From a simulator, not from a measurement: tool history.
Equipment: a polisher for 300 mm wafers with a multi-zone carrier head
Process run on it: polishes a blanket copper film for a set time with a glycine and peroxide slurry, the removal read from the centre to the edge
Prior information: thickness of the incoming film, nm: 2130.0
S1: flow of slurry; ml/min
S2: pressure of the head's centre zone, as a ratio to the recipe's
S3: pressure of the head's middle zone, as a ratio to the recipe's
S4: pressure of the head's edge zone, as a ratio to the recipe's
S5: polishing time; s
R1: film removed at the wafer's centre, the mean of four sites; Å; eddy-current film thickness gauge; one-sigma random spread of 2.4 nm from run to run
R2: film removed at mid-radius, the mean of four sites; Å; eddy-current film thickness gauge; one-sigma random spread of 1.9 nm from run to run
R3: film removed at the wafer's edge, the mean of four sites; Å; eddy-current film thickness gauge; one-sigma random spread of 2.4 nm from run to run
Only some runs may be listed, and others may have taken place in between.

run,hour,S1,S2,S3,S4,S5,R1,R2,R3
1,0.0,290,1.00,1.00,1.00,71,2158.2,2161.7,2152.1
2,4.8,290,1.00,1.00,0.95,71,2168.6,2189.4,2083.8
3,12.1,290,0.95,1.00,0.95,71,2108.9,2166.3,2080.2
4,12.8,290,0.96,0.96,0.94,69,2017.8,2054.8,2012.6
5,19.4,290,0.96,0.96,0.87,69,2060.7,2067.6,1979.9
6,22.2,290,0.96,0.96,0.93,69,1996.6,2030.2,1974.1

Forecast run 7:
7,28.0,290,0.99,0.93,0.92,68,?,?,?

R1: 2021.1 Å
R2: 1972.3 Å
R3: 2024.7 Å
